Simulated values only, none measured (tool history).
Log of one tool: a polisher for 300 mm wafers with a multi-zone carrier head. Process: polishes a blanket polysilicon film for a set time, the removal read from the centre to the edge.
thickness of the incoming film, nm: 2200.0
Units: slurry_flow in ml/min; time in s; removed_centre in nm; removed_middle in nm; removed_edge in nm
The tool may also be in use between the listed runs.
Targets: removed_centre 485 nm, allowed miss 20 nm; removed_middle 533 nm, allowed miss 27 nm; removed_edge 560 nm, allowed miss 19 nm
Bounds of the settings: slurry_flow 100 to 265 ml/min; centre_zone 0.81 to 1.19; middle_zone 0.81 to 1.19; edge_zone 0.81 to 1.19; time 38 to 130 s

run 1 hour=0 | slurry_flow=170 centre_zone=1 middle_zone=1 edge_zone=1 time=84 | removed_centre=661.77 removed_middle=655.98 removed_edge=659.84
run 2 hour=4.4 | slurry_flow=165 centre_zone=0.97 middle_zone=0.99 edge_zone=0.99 time=83 | removed_centre=636.69 removed_middle=638.3 removed_edge=646.92
run 3 hour=6.3 | slurry_flow=165 centre_zone=1.03 middle_zone=0.99 edge_zone=0.99 time=83 | removed_centre=688.33 removed_middle=659.92 removed_edge=659.67
run 4 hour=9.4 | slurry_flow=165 centre_zone=1.03 middle_zone=0.92 edge_zone=0.99 time=83 | removed_centre=674.53 removed_middle=603.2 removed_edge=656.79
run 5 hour=13.7 | slurry_flow=165 centre_zone=0.95 middle_zone=0.92 edge_zone=0.99 time=83 | removed_centre=626.81 removed_middle=591.66 removed_edge=646
run 6 hour=16.6 | slurry_flow=160 centre_zone=0.93 middle_zone=0.93 edge_zone=0.99 time=82 | removed_centre=595.03 removed_middle=606.83 removed_edge=641.59
run 7 hour=19.6 | slurry_flow=160 centre_zone=0.91 middle_zone=0.92 edge_zone=0.98 time=81 | removed_centre=583.76 removed_middle=593.31 removed_edge=622.69
run 8 hour=22.1 | slurry_flow=155 centre_zone=0.89 middle_zone=0.91 edge_zone=0.98 time=80 | removed_centre=561.9 removed_middle=574.12 removed_edge=620
run 9 hour=28 | slurry_flow=130 centre_zone=0.82 middle_zone=0.92 edge_zone=0.89 time=74 | removed_centre=455.21 removed_middle=515.1 removed_edge=543.46
run 10 hour=32.4 | slurry_flow=135 centre_zone=0.82 middle_zone=0.92 edge_zone=0.89 time=74 | removed_centre=464.59 removed_middle=535.64 removed_edge=541.77

5 next moves are on the table. One of them brings every result within its allowed miss. Which?
run A hour=36.8 | slurry_flow=125 centre_zone=0.81 middle_zone=0.93 edge_zone=0.99 time=73 | removed_centre=? removed_middle=? removed_edge=?
run B hour=36.8 | slurry_flow=135 centre_zone=0.81 middle_zone=1.03 edge_zone=1.02 time=69 | removed_centre=? removed_middle=? removed_edge=?
run C hour=36.8 | slurry_flow=155 centre_zone=0.85 middle_zone=0.95 edge_zone=0.85 time=70 | removed_centre=? removed_middle=? removed_edge=?
run D hour=36.8 | slurry_flow=180 centre_zone=0.87 middle_zone=0.95 edge_zone=1.03 time=70 | removed_centre=? removed_middle=? removed_edge=?
run E hour=36.8 | slurry_flow=110 centre_zone=0.82 middle_zone=0.81 edge_zone=0.98 time=76 | removed_centre=? removed_middle=? removed_edge=?

move=A removed_centre=445.44 removed_middle=503.88 removed_edge=550.8
move=B removed_centre=426.63 removed_middle=524.73 removed_edge=531.66
move=C removed_centre=463.98 removed_middle=506.81 removed_edge=502.72
move=D removed_centre=485.41 removed_middle=516.47 removed_edge=557.77
move=E removed_centre=459.09 removed_middle=459.29 removed_edge=563.94
A: further off than the last run
B: further off than the last run
C: further off than the last run
D: meets every target
E: further off than the last run
Move D is the one to make.
